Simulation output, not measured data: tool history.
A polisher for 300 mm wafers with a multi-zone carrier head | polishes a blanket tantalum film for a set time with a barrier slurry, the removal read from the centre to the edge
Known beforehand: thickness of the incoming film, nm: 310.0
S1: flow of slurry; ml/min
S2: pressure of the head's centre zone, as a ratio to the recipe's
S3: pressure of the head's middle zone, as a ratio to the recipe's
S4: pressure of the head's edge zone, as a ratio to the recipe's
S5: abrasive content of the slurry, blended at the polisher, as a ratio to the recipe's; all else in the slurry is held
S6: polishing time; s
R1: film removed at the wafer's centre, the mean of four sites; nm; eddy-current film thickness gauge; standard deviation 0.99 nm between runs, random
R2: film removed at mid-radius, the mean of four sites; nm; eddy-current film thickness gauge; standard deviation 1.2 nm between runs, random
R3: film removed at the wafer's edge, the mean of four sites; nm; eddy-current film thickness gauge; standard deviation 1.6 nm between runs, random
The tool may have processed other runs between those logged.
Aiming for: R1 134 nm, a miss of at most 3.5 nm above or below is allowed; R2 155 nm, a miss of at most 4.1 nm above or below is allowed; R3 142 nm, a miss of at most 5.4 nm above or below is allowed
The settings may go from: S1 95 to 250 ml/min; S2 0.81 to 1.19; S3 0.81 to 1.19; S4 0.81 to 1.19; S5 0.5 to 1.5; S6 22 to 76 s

run,hour,S1,S2,S3,S4,S5,S6,R1,R2,R3
1,0,160,1,1,1,1,49,119.54,120.56,117.67
2,2.4,175,1,1.04,1.05,1.05,49,121.94,128.62,122.95
3,4.2,175,1,1.04,1.05,1.05,42,105.88,108.09,104.19
4,7.4,180,1,1.07,1.08,1.2,44,114.87,123.01,116.12
5,10.8,190,1,1.09,1.11,1.3,45,119.27,130.45,122.94
6,12.9,195,1,1.11,1.13,1.35,46,123.47,138.2,127.16
7,20,200,1,1.12,1.14,1.4,47,129.46,142.85,131.3
8,26.3,205,0.99,1.13,1.15,1.45,48,130.34,148.4,135.65
9,35.1,210,0.99,1.13,1.16,1.45,48,133.04,148.82,137.8
10,42,210,0.99,1.14,1.17,1.45,48,130.97,150.11,134.69

Exactly one of the 4 candidate moves below puts every result within its allowed miss. Which one?
A,48.9,190,1.13,1.18,1.1,1.4,47,?,?,?
B,48.9,210,1.08,1.19,1.08,1.35,49,?,?,?
C,48.9,175,0.95,1.1,1.09,1.25,54,?,?,?
D,48.9,175,0.94,0.94,1.13,1.5,55,?,?,?

move,R1,R2,R3
A,146.1,147.83,129.28
B,146.66,156.24,134.16
C,135.62,154.31,143.33
D,141.85,142.97,154.14
A: its largest miss is bigger than the last run's
B: its largest miss is bigger than the last run's
C: every result lands within tolerance
D: the result that was furthest off in the last run now lies on the other side of its target
Go with C: it meets all targets.
